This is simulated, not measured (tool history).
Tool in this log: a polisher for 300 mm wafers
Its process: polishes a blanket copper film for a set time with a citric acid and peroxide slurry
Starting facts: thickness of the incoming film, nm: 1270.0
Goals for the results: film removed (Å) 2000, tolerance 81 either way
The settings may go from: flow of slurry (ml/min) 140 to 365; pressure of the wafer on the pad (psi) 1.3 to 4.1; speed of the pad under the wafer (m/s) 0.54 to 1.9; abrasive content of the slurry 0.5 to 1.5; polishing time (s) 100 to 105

| run | hour | flow of slurry (ml/min) | pressure of the wafer on the pad (psi) | speed of the pad under the wafer (m/s) | abrasive content of the slurry | polishing time (s) | film removed (Å) |
|---|---|---|---|---|---|---|---|
| 1 | 0 | 235 | 2.7 | 1.22 | 1 | 100 | 2683.2 |
| 2 | 3.2 | 235 | 2.3 | 1.22 | 1 | 100 | 2297.6 |
| 3 | 8.5 | 185 | 2.3 | 1.22 | 1 | 100 | 2283 |
| 4 | 11.5 | 185 | 2.9 | 1.22 | 1 | 100 | 2874.7 |
| 5 | 16.2 | 185 | 2.9 | 1.22 | 1.2 | 100 | 2993 |
| 6 | 23.6 | 185 | 2.7 | 1.22 | 1.2 | 100 | 2749.4 |
| 7 | 28.6 | 185 | 2.5 | 1.22 | 1.2 | 100 | 2571 |
| 8 | 30.3 | 185 | 2.4 | 1.22 | 1.2 | 100 | 2418 |
| 9 | 37.6 | 185 | 2.3 | 1.22 | 1.2 | 100 | 2361.1 |
| 10 | 45.9 | 185 | 2.2 | 1.22 | 1.2 | 100 | 2290.8 |
| 11 | 47.9 | 185 | 2.1 | 1.22 | 1.2 | 100 | 2150.7 |

Of the 4 settings listed for the next run, only one would bring every result within its allowed miss of target. Which one?
| A | 49.9 | 170 | 2 | 1.3 | 1.45 | 100 | ? |
| B | 49.9 | 180 | 2.1 | 1.26 | 1.15 | 100 | ? |
| C | 49.9 | 230 | 2.1 | 1.08 | 1.3 | 101 | ? |
| D | 49.9 | 180 | 1.8 | 1.22 | 1.15 | 100 | ? |

| move | film removed (Å) |
|---|---|
| A | 2234.5 |
| B | 2168.2 |
| C | 1985.3 |
| D | 1813.8 |
A: further off than the last run
B: further off than the last run
C: meets every target
D: moves the result that the last run missed by most past its target, out the other side
C meets every target.
